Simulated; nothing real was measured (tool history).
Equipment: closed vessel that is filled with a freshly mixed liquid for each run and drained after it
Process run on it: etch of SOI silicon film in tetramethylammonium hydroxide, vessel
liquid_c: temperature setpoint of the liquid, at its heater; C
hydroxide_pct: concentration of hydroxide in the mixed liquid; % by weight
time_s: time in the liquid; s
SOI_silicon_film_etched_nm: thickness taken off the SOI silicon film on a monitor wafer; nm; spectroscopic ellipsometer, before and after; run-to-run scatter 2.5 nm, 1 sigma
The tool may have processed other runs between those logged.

run	hour	liquid_c	hydroxide_pct	time_s	SOI_silicon_film_etched_nm
1	0.0	66.0	15	100	491.09
2	4.0	65.5	15	100	480.23
3	11.4	65.5	15	105	509.38
4	15.1	65.5	15	105	507.65
5	17.2	65.5	13	105	538.95
6	25.8	63.0	13	105	459.49
7	28.0	62.5	13	105	443.46

Predict the results of run 8:
8	31.1	62.0	13	105	?

{"run 8": {"SOI_silicon_film_etched_nm": 433.15}}
